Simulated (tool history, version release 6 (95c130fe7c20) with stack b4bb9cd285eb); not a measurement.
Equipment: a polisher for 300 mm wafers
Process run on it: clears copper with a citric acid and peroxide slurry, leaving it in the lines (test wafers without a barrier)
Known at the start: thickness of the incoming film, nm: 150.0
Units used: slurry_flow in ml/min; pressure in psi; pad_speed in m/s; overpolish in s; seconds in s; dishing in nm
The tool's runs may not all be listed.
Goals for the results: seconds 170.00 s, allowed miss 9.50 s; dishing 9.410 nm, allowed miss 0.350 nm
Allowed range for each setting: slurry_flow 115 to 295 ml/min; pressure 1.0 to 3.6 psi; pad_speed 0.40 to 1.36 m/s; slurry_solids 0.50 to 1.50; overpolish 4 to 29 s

{"run": 1, "hour": 0.0, "slurry_flow": 190, "pressure": 2.3, "pad_speed": 0.88, "slurry_solids": 1.0, "overpolish": 15, "seconds": 106.1, "dishing": 13.693}
{"run": 2, "hour": 7.8, "slurry_flow": 190, "pressure": 2.2, "pad_speed": 0.88, "slurry_solids": 1.0, "overpolish": 15, "seconds": 112.21, "dishing": 13.026}
{"run": 3, "hour": 11.0, "slurry_flow": 190, "pressure": 2.2, "pad_speed": 0.88, "slurry_solids": 0.8, "overpolish": 15, "seconds": 117.83, "dishing": 12.208}
{"run": 4, "hour": 17.7, "slurry_flow": 190, "pressure": 2.1, "pad_speed": 0.88, "slurry_solids": 0.8, "overpolish": 15, "seconds": 119.51, "dishing": 12.14}
{"run": 5, "hour": 20.7, "slurry_flow": 190, "pressure": 2.0, "pad_speed": 0.88, "slurry_solids": 0.8, "overpolish": 15, "seconds": 129.78, "dishing": 11.458}
{"run": 6, "hour": 25.3, "slurry_flow": 190, "pressure": 2.0, "pad_speed": 0.88, "slurry_solids": 0.8, "overpolish": 20, "seconds": 127.09, "dishing": 14.84}
{"run": 7, "hour": 33.7, "slurry_flow": 190, "pressure": 1.9, "pad_speed": 0.88, "slurry_solids": 0.8, "overpolish": 20, "seconds": 131.3, "dishing": 14.146}
{"run": 8, "hour": 34.5, "slurry_flow": 190, "pressure": 1.8, "pad_speed": 0.88, "slurry_solids": 0.8, "overpolish": 20, "seconds": 138.81, "dishing": 13.758}
{"run": 9, "hour": 38.3, "slurry_flow": 195, "pressure": 1.6, "pad_speed": 0.88, "slurry_solids": 0.75, "overpolish": 18, "seconds": 155.73, "dishing": 11.087}
{"run": 10, "hour": 40.7, "slurry_flow": 195, "pressure": 1.5, "pad_speed": 0.88, "slurry_solids": 0.75, "overpolish": 17, "seconds": 163.29, "dishing": 10.176}

5 candidate next runs follow, results not yet known. Just one meets every target within its allowed miss. Identify it.
{"run": "A", "hour": 43.1, "slurry_flow": 180, "pressure": 1.3, "pad_speed": 1.08, "slurry_solids": 0.65, "overpolish": 18, "seconds": "?", "dishing": "?"}
{"run": "B", "hour": 43.1, "slurry_flow": 135, "pressure": 2.0, "pad_speed": 0.74, "slurry_solids": 0.5, "overpolish": 16, "seconds": "?", "dishing": "?"}
{"run": "C", "hour": 43.1, "slurry_flow": 210, "pressure": 1.7, "pad_speed": 0.82, "slurry_solids": 0.9, "overpolish": 16, "seconds": "?", "dishing": "?"}
{"run": "D", "hour": 43.1, "slurry_flow": 200, "pressure": 1.4, "pad_speed": 0.9, "slurry_solids": 0.8, "overpolish": 18, "seconds": "?", "dishing": "?"}
{"run": "E", "hour": 43.1, "slurry_flow": 210, "pressure": 1.5, "pad_speed": 0.82, "slurry_solids": 0.7, "overpolish": 20, "seconds": "?", "dishing": "?"}

move=A seconds=162.48 dishing=10.843
move=B seconds=176.12 dishing=9.224
move=C seconds=152.56 dishing=10.424
move=D seconds=171.01 dishing=10.408
move=E seconds=179.24 dishing=10.965
A: lands further from the targets than the last run did
B: every result within its allowed miss
C: lands further from the targets than the last run did
D: lands further from the targets than the last run did
E: lands further from the targets than the last run did
The move that meets every target is B.
